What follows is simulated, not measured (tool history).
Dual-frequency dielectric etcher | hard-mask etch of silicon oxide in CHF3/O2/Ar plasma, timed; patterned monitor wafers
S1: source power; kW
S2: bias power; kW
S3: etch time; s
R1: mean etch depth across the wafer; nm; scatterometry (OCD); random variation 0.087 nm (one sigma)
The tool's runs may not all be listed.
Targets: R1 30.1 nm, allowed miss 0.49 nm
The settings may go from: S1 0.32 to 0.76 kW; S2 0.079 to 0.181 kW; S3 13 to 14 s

Run 1, hour 0: S1 0.54 kW, S2 0.13 kW, S3 14 s. Result: R1 26.944 nm.
Run 2, hour 4.5: S1 0.57 kW, S2 0.131 kW, S3 14 s. Result: R1 27.717 nm.
Run 3, hour 5.3: S1 0.57 kW, S2 0.118 kW, S3 14 s. Result: R1 26.47 nm.
Run 4, hour 6.9: S1 0.57 kW, S2 0.108 kW, S3 14 s. Result: R1 25.378 nm.
Run 5, hour 15.6: S1 0.6 kW, S2 0.11 kW, S3 14 s. Result: R1 26.216 nm.
Run 6, hour 18.6: S1 0.63 kW, S2 0.112 kW, S3 14 s. Result: R1 26.882 nm.
Run 7, hour 25.7: S1 0.65 kW, S2 0.114 kW, S3 14 s. Result: R1 27.568 nm.
Run 8, hour 29.2: S1 0.67 kW, S2 0.115 kW, S3 14 s. Result: R1 27.932 nm.
Run 9, hour 35.5: S1 0.69 kW, S2 0.116 kW, S3 14 s. Result: R1 28.414 nm.
Run 10, hour 43.8: S1 0.7 kW, S2 0.117 kW, S3 14 s. Result: R1 28.735 nm.

Which of these 4 next moves meets every target?
Run A, hour 52.1: S1 0.76 kW, S2 0.107 kW, S3 13.5 s. Result: R1 ?.
Run B, hour 52.1: S1 0.71 kW, S2 0.126 kW, S3 13.5 s. Result: R1 ?.
Run C, hour 52.1: S1 0.76 kW, S2 0.115 kW, S3 13.5 s. Result: R1 ?.
Run D, hour 52.1: S1 0.76 kW, S2 0.132 kW, S3 13.5 s. Result: R1 ?.

move      R1
   A  27.662
   B  28.863
   C  28.545
   D  30.296
A: further off than the last run
B: nearer than the last run, and not there yet
C: further off than the last run
D: meets every target
Move D is the one to make.

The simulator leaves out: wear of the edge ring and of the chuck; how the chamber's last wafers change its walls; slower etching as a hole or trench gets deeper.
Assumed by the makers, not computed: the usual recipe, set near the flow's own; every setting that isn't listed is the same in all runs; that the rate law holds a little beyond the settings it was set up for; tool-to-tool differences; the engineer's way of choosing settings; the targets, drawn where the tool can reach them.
